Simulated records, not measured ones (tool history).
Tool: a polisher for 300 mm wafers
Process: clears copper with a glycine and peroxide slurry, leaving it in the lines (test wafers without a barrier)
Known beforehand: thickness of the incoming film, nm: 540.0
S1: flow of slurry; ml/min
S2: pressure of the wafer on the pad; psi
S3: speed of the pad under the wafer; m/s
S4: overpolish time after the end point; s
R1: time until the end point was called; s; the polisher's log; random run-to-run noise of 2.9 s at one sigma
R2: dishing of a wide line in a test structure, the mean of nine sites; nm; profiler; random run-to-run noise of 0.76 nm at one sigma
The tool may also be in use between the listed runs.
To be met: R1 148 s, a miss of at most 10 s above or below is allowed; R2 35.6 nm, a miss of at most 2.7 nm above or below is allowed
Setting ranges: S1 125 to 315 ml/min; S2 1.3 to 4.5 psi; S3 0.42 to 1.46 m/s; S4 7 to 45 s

Run 1, hour 0: S1 205 ml/min, S2 2.9 psi, S3 0.94 m/s, S4 23 s. Result: R1 138.93 s, R2 56.542 nm.
Run 2, hour 2.5: S1 205 ml/min, S2 2.9 psi, S3 0.94 m/s, S4 16 s. Result: R1 139.36 s, R2 42.522 nm.
Run 3, hour 11.1: S1 205 ml/min, S2 2.9 psi, S3 0.94 m/s, S4 9 s. Result: R1 140.82 s, R2 24.83 nm.
Run 4, hour 12.6: S1 245 ml/min, S2 2.9 psi, S3 0.94 m/s, S4 9 s. Result: R1 141.4 s, R2 25.679 nm.
Run 5, hour 20.7: S1 245 ml/min, S2 2.9 psi, S3 0.94 m/s, S4 10 s. Result: R1 136.89 s, R2 29.165 nm.
At hour 24: worn pad replaced by a new one.
Run 6, hour 24: S1 245 ml/min, S2 2.9 psi, S3 0.94 m/s, S4 7 s. Result: R1 124.2 s, R2 22.728 nm.
Run 7, hour 28.3: S1 240 ml/min, S2 2.9 psi, S3 0.94 m/s, S4 8 s. Result: R1 128.08 s, R2 25.169 nm.
Run 8, hour 34.1: S1 235 ml/min, S2 2.9 psi, S3 0.94 m/s, S4 9 s. Result: R1 124.32 s, R2 28.164 nm.
Run 9, hour 39.1: S1 235 ml/min, S2 2.8 psi, S3 0.94 m/s, S4 10 s. Result: R1 131.82 s, R2 29.567 nm.
Run 10, hour 46.5: S1 235 ml/min, S2 2.7 psi, S3 0.94 m/s, S4 10 s. Result: R1 134.03 s, R2 29.407 nm.
Run 11, hour 55.2: S1 235 ml/min, S2 2.6 psi, S3 0.94 m/s, S4 10 s. Result: R1 137.63 s, R2 29.608 nm.
Run 12, hour 60: S1 235 ml/min, S2 2.5 psi, S3 0.94 m/s, S4 10 s. Result: R1 139.99 s, R2 27.825 nm.
Run 13, hour 61.6: S1 235 ml/min, S2 2.4 psi, S3 0.94 m/s, S4 11 s. Result: R1 139.7 s, R2 29.635 nm.
Run 14, hour 68.3: S1 235 ml/min, S2 2.4 psi, S3 0.94 m/s, S4 12 s. Result: R1 143.99 s, R2 30.953 nm.

Exercise: of the 5 proposed moves below, exactly one satisfies all targets within the stated allowed misses. Which move is it?
Run A, hour 75: S1 240 ml/min, S2 2.5 psi, S3 0.9 m/s, S4 14 s. Result: R1 ?, R2 ?.
Run B, hour 75: S1 275 ml/min, S2 1.7 psi, S3 1.18 m/s, S4 12 s. Result: R1 ?, R2 ?.
Run C, hour 75: S1 230 ml/min, S2 1.9 psi, S3 0.94 m/s, S4 16 s. Result: R1 ?, R2 ?.
Run D, hour 75: S1 230 ml/min, S2 2.1 psi, S3 0.8 m/s, S4 14 s. Result: R1 ?, R2 ?.
Run E, hour 75: S1 295 ml/min, S2 1.8 psi, S3 0.88 m/s, S4 15 s. Result: R1 ?, R2 ?.

move      R1      R2
   A  144.66  34.757
   B  149.91  29.066
   C  169.07  33.819
   D  178.94  28.918
   E  179.61  30.425
A: every result within its allowed miss
B: lands further from the targets than the last run did
C: the worst result of the last run now meets its target, but another is out of spec
D: lands further from the targets than the last run did
E: lands further from the targets than the last run did
Go with A: it meets all targets.

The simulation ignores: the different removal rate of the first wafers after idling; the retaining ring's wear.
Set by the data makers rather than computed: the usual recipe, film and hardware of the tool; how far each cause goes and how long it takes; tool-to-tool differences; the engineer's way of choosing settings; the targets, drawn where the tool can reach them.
